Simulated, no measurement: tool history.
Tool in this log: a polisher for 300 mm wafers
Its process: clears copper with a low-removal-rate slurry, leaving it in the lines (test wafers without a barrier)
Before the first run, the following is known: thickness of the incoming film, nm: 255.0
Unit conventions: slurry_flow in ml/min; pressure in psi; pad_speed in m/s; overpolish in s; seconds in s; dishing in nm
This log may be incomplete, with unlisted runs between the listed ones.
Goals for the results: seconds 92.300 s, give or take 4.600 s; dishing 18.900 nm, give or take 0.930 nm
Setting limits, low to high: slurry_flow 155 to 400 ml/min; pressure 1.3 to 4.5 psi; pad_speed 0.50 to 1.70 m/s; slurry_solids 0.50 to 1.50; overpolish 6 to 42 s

| run | hour | slurry_flow | pressure | pad_speed | slurry_solids | overpolish | seconds | dishing |
|---|---|---|---|---|---|---|---|---|
| 1 | 0.0 | 255 | 2.9 | 1.10 | 1.00 | 21 | 85.083 | 36.770 |
| 2 | 5.3 | 255 | 2.9 | 1.10 | 1.00 | 13 | 84.516 | 24.709 |
| 3 | 11.4 | 255 | 2.8 | 1.10 | 1.00 | 12 | 91.491 | 22.547 |
| 4 | 13.2 | 255 | 2.8 | 1.10 | 1.10 | 12 | 86.640 | 23.186 |
| 5 | 21.6 | 255 | 2.8 | 1.24 | 1.10 | 12 | 78.477 | 25.894 |
| 6 | 27.2 | 300 | 2.8 | 1.24 | 1.10 | 12 | 75.958 | 26.184 |
| 7 | 30.5 | 305 | 2.6 | 1.24 | 1.10 | 11 | 83.753 | 22.947 |
| 8 | 37.0 | 305 | 2.5 | 1.24 | 1.10 | 10 | 86.231 | 20.322 |

Consider the 4 candidate settings below. Which is the only one whose results all fall within their allowed miss of target?
| A | 43.5 | 290 | 2.8 | 1.04 | 1.15 | 10 | ? | ? |
| B | 43.5 | 275 | 2.9 | 1.14 | 1.20 | 10 | ? | ? |
| C | 43.5 | 345 | 2.5 | 1.14 | 1.15 | 11 | ? | ? |
| D | 43.5 | 180 | 1.6 | 1.68 | 1.10 | 11 | ? | ? |

| move | seconds | dishing |
|---|---|---|
| A | 92.058 | 19.573 |
| B | 80.965 | 21.892 |
| C | 92.988 | 21.006 |
| D | 102.710 | 19.001 |
A: each result inside its tolerance
B: further off than the last run
C: further off than the last run
D: brings the last run's worst result on target, with another outside its allowed miss
Correct choice: A, which meets every target
